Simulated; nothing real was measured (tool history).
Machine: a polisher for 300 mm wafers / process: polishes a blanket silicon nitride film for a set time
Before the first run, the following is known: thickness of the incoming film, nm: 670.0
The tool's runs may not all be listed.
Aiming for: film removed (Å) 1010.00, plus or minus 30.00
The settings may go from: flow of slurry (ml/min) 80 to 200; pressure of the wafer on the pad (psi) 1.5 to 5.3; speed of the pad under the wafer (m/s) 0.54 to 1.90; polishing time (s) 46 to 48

run,day,flow of slurry (ml/min),pressure of the wafer on the pad (psi),speed of the pad under the wafer (m/s),polishing time (s),film removed (Å)
1,0.000,130,3.4,1.22,46,785.55
2,0.150,145,3.4,1.22,46,796.17
3,0.225,145,3.6,1.22,46,831.60
4,0.488,145,3.8,1.22,46,871.98
5,0.525,145,3.9,1.22,46,878.31
6,0.850,145,3.4,1.22,46,788.65
7,1.167,145,3.6,1.22,46,839.64
8,1.392,150,3.7,1.22,46,866.25

Which of these 4 next moves meets every target?
A,1.617,160,3.8,1.26,47,?
B,1.617,120,4.0,1.38,46,?
C,1.617,125,3.6,1.50,48,?
D,1.617,140,4.3,1.20,47,?

move,film removed (Å)
A,916.18
B,953.70
C,986.69
D,951.27
A: gains on the last run, yet a result remains outside its allowed miss
B: gains on the last run, yet a result remains outside its allowed miss
C: in spec on every target
D: gains on the last run, yet a result remains outside its allowed miss
The right move is C.
